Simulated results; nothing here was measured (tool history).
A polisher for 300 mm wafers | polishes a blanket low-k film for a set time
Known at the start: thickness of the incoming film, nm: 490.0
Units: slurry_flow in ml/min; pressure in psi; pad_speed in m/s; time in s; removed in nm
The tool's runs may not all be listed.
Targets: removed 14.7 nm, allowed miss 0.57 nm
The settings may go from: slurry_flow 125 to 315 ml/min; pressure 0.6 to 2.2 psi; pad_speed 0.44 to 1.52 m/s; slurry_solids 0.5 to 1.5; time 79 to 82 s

run	hour	slurry_flow	pressure	pad_speed	slurry_solids	time	removed
1	0	205	1.4	0.98	1	79	25.95
2	8.1	205	1.3	0.98	1	79	24.533
3	8.6	205	1.2	0.98	1	79	23.565
4	9.2	205	1.1	0.96	1	79	22.388
5	17.2	205	1	0.94	1	79	20.835
6	25.7	205	1	1.12	1	79	23.768
7	31.2	205	1	1.08	1	79	23.407
8	35.6	205	1	1.04	1	79	22.082
9	44.5	205	1	1.02	1	79	22.185
10	48	205	1	1	1	79	21.637
11	53.2	205	1	0.98	1	79	21.423
12	61.9	205	1	0.96	1	79	20.631
13	69.5	200	0.6	0.9	1	79	15.962
14	71.2	200	0.6	0.9	1	79	15.992
15	76.3	200	0.6	0.88	1	79	15.991
16	83.8	195	0.6	0.76	1	79	13.79

Which of these 4 next moves meets every target?
A	91.3	235	0.6	0.72	1.05	79	?
B	91.3	185	0.6	1.06	0.7	79	?
C	91.3	210	0.8	0.58	0.9	79	?
D	91.3	225	0.9	0.58	1.35	82	?

move	removed
A	13.694
B	14.777
C	11.961
D	15.826
A: further off than the last run
B: meets every target
C: further off than the last run
D: takes the result that was furthest off past its target
The right move is B.

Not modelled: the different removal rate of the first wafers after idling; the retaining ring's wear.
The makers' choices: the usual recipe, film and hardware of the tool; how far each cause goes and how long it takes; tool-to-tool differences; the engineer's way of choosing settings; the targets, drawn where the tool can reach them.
